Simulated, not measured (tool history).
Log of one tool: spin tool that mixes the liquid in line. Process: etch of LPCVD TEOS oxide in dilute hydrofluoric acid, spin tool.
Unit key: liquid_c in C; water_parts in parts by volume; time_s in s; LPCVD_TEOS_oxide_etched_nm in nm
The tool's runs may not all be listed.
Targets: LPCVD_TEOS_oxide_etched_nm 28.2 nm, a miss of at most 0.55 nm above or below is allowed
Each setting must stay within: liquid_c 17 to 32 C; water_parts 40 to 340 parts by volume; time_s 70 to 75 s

run 1 hour=0 | liquid_c=24 water_parts=190 time_s=70 | LPCVD_TEOS_oxide_etched_nm=18.541
run 2 hour=0.8 | liquid_c=22.5 water_parts=190 time_s=70 | LPCVD_TEOS_oxide_etched_nm=17.786
run 3 hour=9.5 | liquid_c=24.5 water_parts=190 time_s=70 | LPCVD_TEOS_oxide_etched_nm=18.95
run 4 hour=15.8 | liquid_c=24.5 water_parts=190 time_s=75 | LPCVD_TEOS_oxide_etched_nm=20.378
run 5 hour=20.1 | liquid_c=25.5 water_parts=185 time_s=75 | LPCVD_TEOS_oxide_etched_nm=22.014
run 6 hour=27.9 | liquid_c=25.5 water_parts=185 time_s=75 | LPCVD_TEOS_oxide_etched_nm=21.641
run 7 hour=32.2 | liquid_c=26.5 water_parts=180 time_s=75 | LPCVD_TEOS_oxide_etched_nm=23.517
run 8 hour=33 | liquid_c=27.5 water_parts=180 time_s=75 | LPCVD_TEOS_oxide_etched_nm=24.664
run 9 hour=34.4 | liquid_c=28 water_parts=180 time_s=75 | LPCVD_TEOS_oxide_etched_nm=24.73
run 10 hour=36.6 | liquid_c=28.5 water_parts=180 time_s=75 | LPCVD_TEOS_oxide_etched_nm=25.18
run 11 hour=37.7 | liquid_c=29 water_parts=180 time_s=75 | LPCVD_TEOS_oxide_etched_nm=25.912

4 next moves are on the table. One of them brings every result within its allowed miss. Which?
run A hour=38.8 | liquid_c=28.5 water_parts=175 time_s=75 | LPCVD_TEOS_oxide_etched_nm=?
run B hour=38.8 | liquid_c=31.5 water_parts=170 time_s=70 | LPCVD_TEOS_oxide_etched_nm=?
run C hour=38.8 | liquid_c=30.5 water_parts=160 time_s=70 | LPCVD_TEOS_oxide_etched_nm=?
run D hour=38.8 | liquid_c=28 water_parts=160 time_s=70 | LPCVD_TEOS_oxide_etched_nm=?

move=A LPCVD_TEOS_oxide_etched_nm=26.158
move=B LPCVD_TEOS_oxide_etched_nm=28.119
move=C LPCVD_TEOS_oxide_etched_nm=29.226
move=D LPCVD_TEOS_oxide_etched_nm=26.714
A: gains on the last run, yet a result remains outside its allowed miss
B: all results land within tolerance of their targets
C: carries the result that was furthest off beyond its target, to the other side
D: gains on the last run, yet a result remains outside its allowed miss
Correct choice: B, which meets every target

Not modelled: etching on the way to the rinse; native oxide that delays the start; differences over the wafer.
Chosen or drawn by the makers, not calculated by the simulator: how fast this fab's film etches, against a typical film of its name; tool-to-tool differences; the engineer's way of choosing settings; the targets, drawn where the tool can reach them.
